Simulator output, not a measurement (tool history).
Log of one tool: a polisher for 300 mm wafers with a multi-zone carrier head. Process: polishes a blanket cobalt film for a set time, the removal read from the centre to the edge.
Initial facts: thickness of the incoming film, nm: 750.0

| run | day | flow of slurry (ml/min) | pressure of the head's centre zone | pressure of the head's middle zone | pressure of the head's edge zone | polishing time (s) | film removed at the wafer's centre (Å) | film removed at mid-radius (Å) | film removed at the wafer's edge (Å) |
|---|---|---|---|---|---|---|---|---|---|
| 1 | 0 | 295 | 1 | 1 | 1 | 72 | 3351.4 | 3184.8 | 3066.8 |
| 2 | 0.325 | 295 | 1 | 1 | 1 | 60 | 2843.6 | 2670.4 | 2544.9 |
| 3 | 0.521 | 300 | 1.01 | 1.01 | 1.03 | 65 | 3071 | 2890.4 | 2841.6 |
| 4 | 0.862 | 310 | 1.04 | 1.04 | 1.05 | 67 | 3273 | 3053.3 | 2937.2 |
| 5 | 0.992 | 310 | 1.09 | 1.04 | 1.05 | 67 | 3480.8 | 3066.8 | 2954.3 |
| 6 | 1.054 | 310 | 1.09 | 1.08 | 1.05 | 67 | 3433.3 | 3157.1 | 2944.3 |
| 7 | 1.208 | 315 | 1.09 | 1.09 | 1.08 | 70 | 3595.9 | 3352.4 | 3079.3 |
| 8 | 1.288 | 315 | 1.08 | 1.08 | 1.1 | 73 | 3718.8 | 3439.8 | 3325.3 |
| 9 | 1.458 | 320 | 1.09 | 1.09 | 1.12 | 74 | 3808.3 | 3509.4 | 3366 |
| 10 | 1.729 | 320 | 1.09 | 1.09 | 1.12 | 74 | 3846.8 | 3562.9 | 3286.5 |
| 11 | 2.029 | 305 | 1.08 | 1.07 | 1.12 | 77 | 3922.3 | 3580.1 | 3427.1 |

What does the tool deliver on the next run?
| 12 | 2.346 | 325 | 1.08 | 1.07 | 1.13 | 78 | ? | ? | ? |

film removed at the wafer's centre (Å): 3975.3
film removed at mid-radius (Å): 3709.4
film removed at the wafer's edge (Å): 3526.2
